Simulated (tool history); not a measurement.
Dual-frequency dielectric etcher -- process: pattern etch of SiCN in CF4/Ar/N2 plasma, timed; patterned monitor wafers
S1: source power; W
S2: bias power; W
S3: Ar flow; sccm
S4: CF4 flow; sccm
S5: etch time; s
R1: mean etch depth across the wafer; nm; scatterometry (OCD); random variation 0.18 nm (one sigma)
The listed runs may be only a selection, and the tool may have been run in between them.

run  hour   S1  S2  S3  S4    S5      R1
  1     0  480  85  76  76  37.5  35.134
  2   6.8  470  85  76  76  37.5  34.872
  3  12.3  520  85  76  76  37.5  37.591
  4    14  500  84  76  76  37.5  36.172
  5    19  490  84  76  76  37.5  35.638
  6  26.3  490  84  76  64  37.5  34.467
  7  34.3  480  84  76  64  37.5  34.384
  8  36.6  470  84  76  64  37.5  33.588

Run 9 is up next; what results do you expect?
  9  37.7  460  84  76  64  37.5   ?

{"run 9": {"R1": 33.018}}
